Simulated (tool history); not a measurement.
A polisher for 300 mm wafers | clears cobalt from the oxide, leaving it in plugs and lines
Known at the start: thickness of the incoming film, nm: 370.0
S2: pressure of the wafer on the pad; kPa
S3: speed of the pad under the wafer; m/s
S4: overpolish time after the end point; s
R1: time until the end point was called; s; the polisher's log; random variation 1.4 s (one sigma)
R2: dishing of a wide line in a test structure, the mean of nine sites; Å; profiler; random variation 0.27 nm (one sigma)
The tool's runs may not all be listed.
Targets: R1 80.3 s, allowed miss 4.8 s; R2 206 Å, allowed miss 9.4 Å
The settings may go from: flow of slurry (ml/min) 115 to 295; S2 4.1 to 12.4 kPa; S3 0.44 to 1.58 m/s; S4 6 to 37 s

run 1 hour=0 | flow_of_slurry_(ml/min)=190 S2=8.3 S3=1 S4=19 | R1=89.622 R2=408.18
run 2 hour=4.9 | flow_of_slurry_(ml/min)=190 S2=8.3 S3=1 S4=23 | R1=90.941 R2=441.42
run 3 hour=10 | flow_of_slurry_(ml/min)=190 S2=8.3 S3=1.24 S4=23 | R1=74.188 R2=474.42
run 4 hour=13.9 | flow_of_slurry_(ml/min)=190 S2=8.3 S3=1.24 S4=31 | R1=77.043 R2=520.38
run 5 hour=20 | flow_of_slurry_(ml/min)=170 S2=6.9 S3=1.3 S4=24 | R1=89.606 R2=451.08
run 6 hour=20.9 | flow_of_slurry_(ml/min)=205 S2=7.6 S3=1.1 S4=19 | R1=89.161 R2=419.39
run 7 hour=25.5 | flow_of_slurry_(ml/min)=180 S2=9 S3=0.9 S4=15 | R1=90.411 R2=356.73
-- hour=26 head pressure recalibrated
run 8 hour=26 | flow_of_slurry_(ml/min)=160 S2=9.7 S3=0.76 S4=12 | R1=105.83 R2=285.09
run 9 hour=32.7 | flow_of_slurry_(ml/min)=145 S2=10.3 S3=0.74 S4=10 | R1=100.19 R2=253.02
run 10 hour=39.4 | flow_of_slurry_(ml/min)=135 S2=11 S3=0.74 S4=9 | R1=95.805 R2=238.42

Which of these 5 next moves meets every target?
run A hour=46.1 | flow_of_slurry_(ml/min)=135 S2=10.3 S3=0.6 S4=12 | R1=? R2=?
run B hour=46.1 | flow_of_slurry_(ml/min)=115 S2=11.7 S3=0.92 S4=6 | R1=? R2=?
run C hour=46.1 | flow_of_slurry_(ml/min)=200 S2=12.4 S3=0.72 S4=11 | R1=? R2=?
run D hour=46.1 | flow_of_slurry_(ml/min)=125 S2=8.3 S3=0.78 S4=13 | R1=? R2=?
run E hour=46.1 | flow_of_slurry_(ml/min)=205 S2=11 S3=0.7 S4=11 | R1=? R2=?

move=A R1=118.19 R2=256.65
move=B R1=82.2 R2=199.16
move=C R1=82.334 R2=309.3
move=D R1=125.36 R2=260.69
move=E R1=93.513 R2=284.39
A: further off than the last run
B: meets every target
C: further off than the last run
D: further off than the last run
E: further off than the last run
Answer: B
